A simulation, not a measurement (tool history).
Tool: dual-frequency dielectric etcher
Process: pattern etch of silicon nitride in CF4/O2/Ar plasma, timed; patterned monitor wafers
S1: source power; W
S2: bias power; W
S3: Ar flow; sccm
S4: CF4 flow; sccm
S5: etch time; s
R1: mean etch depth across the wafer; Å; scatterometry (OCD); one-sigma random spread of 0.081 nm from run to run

Run 1, hour 0: S1 560 W, S2 62 W, S3 114 sccm, S4 77 sccm, S5 15.5 s. Result: R1 324.07 Å.
Run 2, hour 7.7: S1 560 W, S2 62 W, S3 114 sccm, S4 77 sccm, S5 16 s. Result: R1 335.9 Å.
Run 3, hour 10: S1 520 W, S2 60 W, S3 115 sccm, S4 77 sccm, S5 16 s. Result: R1 310.73 Å.
Run 4, hour 11.6: S1 490 W, S2 59 W, S3 115 sccm, S4 77 sccm, S5 16 s. Result: R1 290.9 Å.
Run 5, hour 20: S1 470 W, S2 59 W, S3 115 sccm, S4 77 sccm, S5 16 s. Result: R1 281.91 Å.
Run 6, hour 25.1: S1 450 W, S2 59 W, S3 115 sccm, S4 77 sccm, S5 16 s. Result: R1 272.07 Å.
Run 7, hour 33.5: S1 340 W, S2 56 W, S3 116 sccm, S4 76 sccm, S5 16 s. Result: R1 210.05 Å.

For run 8, what comes out?
Run 8, hour 36.2: S1 350 W, S2 56 W, S3 116 sccm, S4 76 sccm, S5 16 s. Result: R1 ?.

{"run 8": {"R1": 215.81}}
